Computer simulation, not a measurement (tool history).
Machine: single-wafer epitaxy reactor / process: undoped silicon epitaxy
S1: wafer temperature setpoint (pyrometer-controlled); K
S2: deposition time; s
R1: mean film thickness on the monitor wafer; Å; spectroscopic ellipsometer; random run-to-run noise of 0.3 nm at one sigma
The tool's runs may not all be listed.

Run 1, day 0.000: S1 943.15 K, S2 189 s. Result: R1 563.83 Å.
Run 2, day 0.333: S1 937.15 K, S2 189 s. Result: R1 488.85 Å.
Run 3, day 0.604: S1 937.15 K, S2 162 s. Result: R1 418.34 Å.
Run 4, day 0.800: S1 944.15 K, S2 162 s. Result: R1 498.05 Å.
Run 5, day 0.912: S1 949.15 K, S2 164 s. Result: R1 561.07 Å.
Run 6, day 1.158: S1 953.15 K, S2 167 s. Result: R1 633.43 Å.
Run 7, day 1.288: S1 956.15 K, S2 168 s. Result: R1 678.58 Å.
Run 8, day 1.512: S1 958.15 K, S2 170 s. Result: R1 719.24 Å.
Run 9, day 1.754: S1 960.15 K, S2 171 s. Result: R1 756.33 Å.
Run 10, day 1.904: S1 961.15 K, S2 172 s. Result: R1 772.45 Å.
Run 11, day 2.071: S1 962.15 K, S2 174 s. Result: R1 802.99 Å.
At day 2.358: pyrometer calibrated.
Run 12, day 2.358: S1 963.15 K, S2 175 s. Result: R1 756.71 Å.
Run 13, day 2.675: S1 964.15 K, S2 189 s. Result: R1 840.53 Å.

Expected results for the next run?
Run 14, day 2.904: S1 965.15 K, S2 191 s. Result: R1 ?.

{"run 14": {"R1": 862.78}}

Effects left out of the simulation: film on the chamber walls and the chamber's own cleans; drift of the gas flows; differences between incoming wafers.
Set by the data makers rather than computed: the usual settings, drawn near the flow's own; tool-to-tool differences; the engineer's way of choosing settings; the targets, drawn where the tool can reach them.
